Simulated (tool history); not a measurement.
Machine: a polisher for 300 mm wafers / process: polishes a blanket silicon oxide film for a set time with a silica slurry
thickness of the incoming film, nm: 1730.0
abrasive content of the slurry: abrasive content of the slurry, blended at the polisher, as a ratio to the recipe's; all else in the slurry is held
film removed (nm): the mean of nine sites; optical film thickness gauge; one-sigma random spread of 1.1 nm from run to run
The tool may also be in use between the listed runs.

run    day  flow of slurry (ml/min)  pressure of the wafer on the pad (kPa)  speed of the pad under the wafer (cm/s)  abrasive content of the slurry  polishing time (s)  film removed (nm)
  1      0                      225                                    38.6                                       90                               1                  51             175.25
  2  0.258                      225                                    31.7                                       86                               1                  51             142.44
  3  0.471                      225                                    38.6                                       86                               1                  51             170.08
  4  0.612                      225                                    31.7                                       84                               1                  51             137.04
  5  0.979                      225                                    31.7                                       84                               1                  51             141.66
  6  1.296                      225                                    40.7                                       84                               1                  51             174.96

What does the tool deliver on the next run?
  7  1.533                      225                                    33.1                                       82                               1                  51                  ?

{"run 7": {"film removed (nm)": 143.18}}
